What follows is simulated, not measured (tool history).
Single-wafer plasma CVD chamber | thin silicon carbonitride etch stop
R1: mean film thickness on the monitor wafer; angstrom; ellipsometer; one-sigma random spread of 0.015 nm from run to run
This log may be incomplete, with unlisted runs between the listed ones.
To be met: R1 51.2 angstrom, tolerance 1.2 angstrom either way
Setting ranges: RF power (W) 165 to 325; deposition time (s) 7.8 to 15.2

Run 1, day 0: RF power (W) 245, deposition time (s) 11.5. Result: R1 66.488 angstrom.
Run 2, day 0.146: RF power (W) 275, deposition time (s) 11.5. Result: R1 68.801 angstrom.
Run 3, day 0.404: RF power (W) 260, deposition time (s) 10.8. Result: R1 63.696 angstrom.
Run 4, day 0.642: RF power (W) 245, deposition time (s) 10.3. Result: R1 59.497 angstrom.
Run 5, day 0.779: RF power (W) 235, deposition time (s) 10. Result: R1 57.29 angstrom.
Run 6, day 1.129: RF power (W) 225, deposition time (s) 9.8. Result: R1 55.293 angstrom.
Run 7, day 1.158: RF power (W) 215, deposition time (s) 9.7. Result: R1 54.123 angstrom.
Run 8, day 1.279: RF power (W) 215, deposition time (s) 9.7. Result: R1 54.052 angstrom.
Run 9, day 1.308: RF power (W) 210, deposition time (s) 9.6. Result: R1 53.217 angstrom.
Run 10, day 1.383: RF power (W) 210, deposition time (s) 9.6. Result: R1 53.073 angstrom.
Run 11, day 1.404: RF power (W) 205, deposition time (s) 9.6. Result: R1 52.827 angstrom.
Run 12, day 1.546: RF power (W) 200, deposition time (s) 9.6. Result: R1 52.599 angstrom.

Which one of the following 4 next-run settings gets every result inside its allowed miss? There is exactly one.
Run A, day 1.688: RF power (W) 190, deposition time (s) 9. Result: R1 ?.
Run B, day 1.688: RF power (W) 195, deposition time (s) 9.5. Result: R1 ?.
Run C, day 1.688: RF power (W) 190, deposition time (s) 10. Result: R1 ?.
Run D, day 1.688: RF power (W) 200, deposition time (s) 8.9. Result: R1 ?.

move      R1
   A  48.353
   B  51.405
   C  53.725
   D  48.495
A: takes the result that was furthest off past its target
B: hits every target within its allowed miss
C: the biggest miss grows against the last run
D: takes the result that was furthest off past its target
B is the move that brings every result within its allowed miss.
